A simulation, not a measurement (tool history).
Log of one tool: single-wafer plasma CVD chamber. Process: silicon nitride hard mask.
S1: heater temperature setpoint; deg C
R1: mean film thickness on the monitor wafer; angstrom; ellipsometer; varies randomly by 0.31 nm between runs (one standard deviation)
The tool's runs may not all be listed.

{"run": 1, "hour": 0.0, "S1": 390, "chamber pressure (Pa)": 171, "RF power (W)": 385, "deposition time (s)": 60.9, "R1": 775.23}
{"run": 2, "hour": 2.5, "S1": 390, "chamber pressure (Pa)": 171, "RF power (W)": 425, "deposition time (s)": 60.9, "R1": 812.1}
{"run": 3, "hour": 9.2, "S1": 390, "chamber pressure (Pa)": 161, "RF power (W)": 415, "deposition time (s)": 60.9, "R1": 794.03}
{"run": 4, "hour": 11.2, "S1": 390, "chamber pressure (Pa)": 153, "RF power (W)": 405, "deposition time (s)": 60.9, "R1": 760.81}
{"run": 5, "hour": 18.0, "S1": 385, "chamber pressure (Pa)": 153, "RF power (W)": 405, "deposition time (s)": 60.9, "R1": 769.15}
{"run": 6, "hour": 21.9, "S1": 385, "chamber pressure (Pa)": 153, "RF power (W)": 405, "deposition time (s)": 63, "R1": 794.93}
{"run": 7, "hour": 29.0, "S1": 385, "chamber pressure (Pa)": 147, "RF power (W)": 400, "deposition time (s)": 62.9, "R1": 779.55}
{"run": 8, "hour": 35.5, "S1": 385, "chamber pressure (Pa)": 140, "RF power (W)": 395, "deposition time (s)": 62.9, "R1": 765.11}
{"run": 9, "hour": 43.0, "S1": 385, "chamber pressure (Pa)": 140, "RF power (W)": 395, "deposition time (s)": 62.9, "R1": 761.18}
{"run": 10, "hour": 44.1, "S1": 385, "chamber pressure (Pa)": 135, "RF power (W)": 390, "deposition time (s)": 62.9, "R1": 742.52}
{"run": 11, "hour": 47.8, "S1": 385, "chamber pressure (Pa)": 129, "RF power (W)": 390, "deposition time (s)": 62.9, "R1": 741.08}
{"run": 12, "hour": 49.9, "S1": 385, "chamber pressure (Pa)": 125, "RF power (W)": 385, "deposition time (s)": 62.9, "R1": 733.83}
{"run": 13, "hour": 58.6, "S1": 385, "chamber pressure (Pa)": 123, "RF power (W)": 380, "deposition time (s)": 62.9, "R1": 722.45}

For run 14, what comes out?
{"run": 14, "hour": 62.2, "S1": 385, "chamber pressure (Pa)": 120, "RF power (W)": 380, "deposition time (s)": 62.9, "R1": "?"}

R1: 714.46 angstrom

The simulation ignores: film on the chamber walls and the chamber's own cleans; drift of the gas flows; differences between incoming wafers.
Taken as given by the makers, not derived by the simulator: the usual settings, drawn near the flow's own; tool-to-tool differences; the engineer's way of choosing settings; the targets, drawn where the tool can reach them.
